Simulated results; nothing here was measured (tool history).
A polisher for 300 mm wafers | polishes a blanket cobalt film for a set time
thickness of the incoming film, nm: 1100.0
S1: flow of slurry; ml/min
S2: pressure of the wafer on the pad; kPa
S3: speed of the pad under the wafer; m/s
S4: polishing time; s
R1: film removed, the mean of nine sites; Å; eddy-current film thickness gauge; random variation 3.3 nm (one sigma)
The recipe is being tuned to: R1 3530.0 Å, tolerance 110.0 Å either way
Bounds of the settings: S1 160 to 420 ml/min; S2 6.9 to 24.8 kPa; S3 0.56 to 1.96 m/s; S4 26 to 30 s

run  hour   S1    S2    S3  S4      R1
  1   0.0  270  15.9  1.26  30  2646.6
  2   6.6  270  15.9  1.02  30  2240.6
  3   7.7  270  15.9  1.02  30  2238.5
  4  12.0  270  17.2  1.02  30  2355.0
  5  19.5  270  13.8  1.02  30  2045.0
  6  20.1  270  15.9  1.04  30  2334.0
  7  27.2  270  17.2  1.04  30  2400.2
  8  34.5  280  21.4  1.16  30  3079.4
  9  40.1  280  22.1  1.16  30  3130.4
 10  46.6  280  22.8  1.16  30  3194.8
 11  50.4  280  23.4  1.16  30  3308.0
 12  52.6  280  23.4  1.16  30  3232.3
 13  56.6  280  23.4  1.18  30  3252.3
 14  63.2  285  23.4  1.18  30  3241.7
 15  69.7  280  23.4  1.18  30  3236.2
 16  76.9  285  23.4  1.18  30  3266.5
 17  82.5  285  24.1  1.20  30  3374.7

Of the 4 settings listed for the next run, only one would bring every result within its allowed miss of target. Which one?
  A  88.1  265  24.8  1.18  28   ?
  B  88.1  320  24.8  1.22  30   ?
  C  88.1  260  20.7  1.36  29   ?
  D  88.1  310  24.1  1.46  28   ?

move      R1
   A  3133.3
   B  3493.4
   C  3193.5
   D  3688.6
A: lands further from the targets than the last run did
B: hits every target within its allowed miss
C: lands further from the targets than the last run did
D: takes the result that was furthest off past its target
B meets every target.
